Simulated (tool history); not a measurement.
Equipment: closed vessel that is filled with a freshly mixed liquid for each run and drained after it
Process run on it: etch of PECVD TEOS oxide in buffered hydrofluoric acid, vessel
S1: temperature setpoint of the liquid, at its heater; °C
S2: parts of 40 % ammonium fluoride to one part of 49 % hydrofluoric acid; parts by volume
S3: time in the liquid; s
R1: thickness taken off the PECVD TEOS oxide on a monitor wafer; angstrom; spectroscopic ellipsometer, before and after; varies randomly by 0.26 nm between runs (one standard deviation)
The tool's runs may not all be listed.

{"run": 1, "day": 0.0, "S1": 24, "S2": 20.5, "S3": 105, "R1": 942.47}
{"run": 2, "day": 0.138, "S1": 24, "S2": 20.5, "S3": 110, "R1": 991.77}
{"run": 3, "day": 0.242, "S1": 23.5, "S2": 20.5, "S3": 110, "R1": 965.37}
{"run": 4, "day": 0.317, "S1": 23.5, "S2": 25.5, "S3": 110, "R1": 826.91}
{"run": 5, "day": 0.6, "S1": 23, "S2": 25.5, "S3": 110, "R1": 803.45}
{"run": 6, "day": 0.779, "S1": 22.5, "S2": 25.5, "S3": 110, "R1": 787.41}

Run 7, settings as shown, results not yet in. Your forecast:
{"run": 7, "day": 1.112, "S1": 22, "S2": 25.5, "S3": 110, "R1": "?"}

{"run 7": {"R1": 762.84}}
